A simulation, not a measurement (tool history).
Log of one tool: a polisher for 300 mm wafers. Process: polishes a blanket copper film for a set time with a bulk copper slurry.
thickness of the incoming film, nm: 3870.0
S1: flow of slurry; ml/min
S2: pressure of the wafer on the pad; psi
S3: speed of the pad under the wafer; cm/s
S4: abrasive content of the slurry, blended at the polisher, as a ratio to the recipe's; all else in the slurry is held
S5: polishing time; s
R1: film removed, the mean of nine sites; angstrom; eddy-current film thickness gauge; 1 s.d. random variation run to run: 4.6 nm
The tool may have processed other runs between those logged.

| run | hour | S1 | S2 | S3 | S4 | S5 | R1 |
|---|---|---|---|---|---|---|---|
| 1 | 0.0 | 295 | 2.0 | 130 | 1.0 | 102 | 8762.9 |
| 2 | 8.6 | 295 | 2.2 | 130 | 1.0 | 102 | 9455.4 |
| 3 | 14.7 | 295 | 2.2 | 130 | 1.0 | 102 | 9535.3 |
| 4 | 17.8 | 295 | 1.8 | 130 | 1.0 | 102 | 8142.0 |
| 5 | 25.6 | 295 | 1.8 | 130 | 1.0 | 108 | 8441.9 |
| 6 | 33.9 | 295 | 2.3 | 130 | 1.0 | 108 | 10290.0 |
| 7 | 42.8 | 290 | 1.7 | 120 | 1.0 | 108 | 7489.8 |

Predict the results of run 8:
| 8 | 48.5 | 285 | 1.5 | 120 | 1.0 | 108 | ? |

R1: 6800.4 angstrom

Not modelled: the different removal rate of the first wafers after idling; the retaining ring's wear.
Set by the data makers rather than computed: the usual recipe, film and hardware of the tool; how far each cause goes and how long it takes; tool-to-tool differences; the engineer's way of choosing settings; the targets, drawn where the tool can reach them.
